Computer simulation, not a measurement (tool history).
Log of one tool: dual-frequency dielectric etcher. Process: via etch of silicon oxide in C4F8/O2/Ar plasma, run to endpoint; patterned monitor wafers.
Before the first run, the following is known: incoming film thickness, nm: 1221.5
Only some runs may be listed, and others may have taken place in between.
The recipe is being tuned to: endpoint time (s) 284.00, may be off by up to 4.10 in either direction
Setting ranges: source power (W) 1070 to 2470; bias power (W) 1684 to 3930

run,day,source power (W),bias power (W),endpoint time (s)
1,0.000,1770,2807,232.19
2,0.204,1770,3300,218.78
3,0.500,1690,3196,225.93
4,0.850,1620,3111,232.77
5,1.121,1400,3111,246.96
6,1.483,1360,3060,250.49
7,1.817,1330,3010,253.97
8,1.912,1330,3010,253.70
9,2.058,1300,2964,257.85
10,2.233,1270,2930,262.07
11,2.396,1250,2907,263.30
12,2.650,1230,2881,266.78
13,2.742,1210,2864,268.29
14,3.021,1190,2847,273.10
15,3.188,1180,2842,272.53
16,3.421,1180,2842,272.75
17,3.788,1170,2833,274.76

Below are 4 possible settings for the next run. Only one of them brings all results inside the allowed miss of their targets. Which is it?
A,4.154,1100,2397,?
B,4.154,1070,2542,?
C,4.154,1280,2002,?
D,4.154,1080,2776,?

move,endpoint time (s)
A,296.82
B,294.70
C,294.52
D,285.27
A: takes the biggest miss from the last run beyond its target
B: takes the biggest miss from the last run beyond its target
C: takes the biggest miss from the last run beyond its target
D: in spec on every target
Move D is the one to make.

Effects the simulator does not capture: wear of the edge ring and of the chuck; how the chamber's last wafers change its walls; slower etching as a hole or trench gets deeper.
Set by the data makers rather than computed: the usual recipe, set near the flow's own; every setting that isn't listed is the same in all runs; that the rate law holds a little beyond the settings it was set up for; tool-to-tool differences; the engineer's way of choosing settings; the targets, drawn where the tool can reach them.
